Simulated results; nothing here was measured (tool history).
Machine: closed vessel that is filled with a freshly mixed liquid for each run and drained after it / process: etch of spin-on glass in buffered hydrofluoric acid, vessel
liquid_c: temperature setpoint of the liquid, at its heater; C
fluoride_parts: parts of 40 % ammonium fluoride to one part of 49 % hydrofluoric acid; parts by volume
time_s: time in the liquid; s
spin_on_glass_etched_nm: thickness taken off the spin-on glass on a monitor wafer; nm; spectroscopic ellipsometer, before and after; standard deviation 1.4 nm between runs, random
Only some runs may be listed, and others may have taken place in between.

Run 1, hour 0: liquid_c 25 C, fluoride_parts 17.5 parts by volume, time_s 90 s. Result: spin_on_glass_etched_nm 148.45 nm.
Run 2, hour 1.6: liquid_c 26 C, fluoride_parts 17.5 parts by volume, time_s 90 s. Result: spin_on_glass_etched_nm 157.25 nm.
Run 3, hour 10.5: liquid_c 26 C, fluoride_parts 15 parts by volume, time_s 90 s. Result: spin_on_glass_etched_nm 182.28 nm.
Run 4, hour 18: liquid_c 26.5 C, fluoride_parts 15 parts by volume, time_s 90 s. Result: spin_on_glass_etched_nm 184.98 nm.
Run 5, hour 27.1: liquid_c 26.5 C, fluoride_parts 12.5 parts by volume, time_s 90 s. Result: spin_on_glass_etched_nm 224.08 nm.
Run 6, hour 30: liquid_c 26 C, fluoride_parts 12.5 parts by volume, time_s 90 s. Result: spin_on_glass_etched_nm 217.48 nm.
Run 7, hour 37.8: liquid_c 25.5 C, fluoride_parts 12.5 parts by volume, time_s 90 s. Result: spin_on_glass_etched_nm 210.52 nm.

Run 8 has not been measured yet. What should we expect?
Run 8, hour 41.3: liquid_c 25.5 C, fluoride_parts 12.5 parts by volume, time_s 90 s. Result: spin_on_glass_etched_nm ?.

spin_on_glass_etched_nm: 211.37 nm

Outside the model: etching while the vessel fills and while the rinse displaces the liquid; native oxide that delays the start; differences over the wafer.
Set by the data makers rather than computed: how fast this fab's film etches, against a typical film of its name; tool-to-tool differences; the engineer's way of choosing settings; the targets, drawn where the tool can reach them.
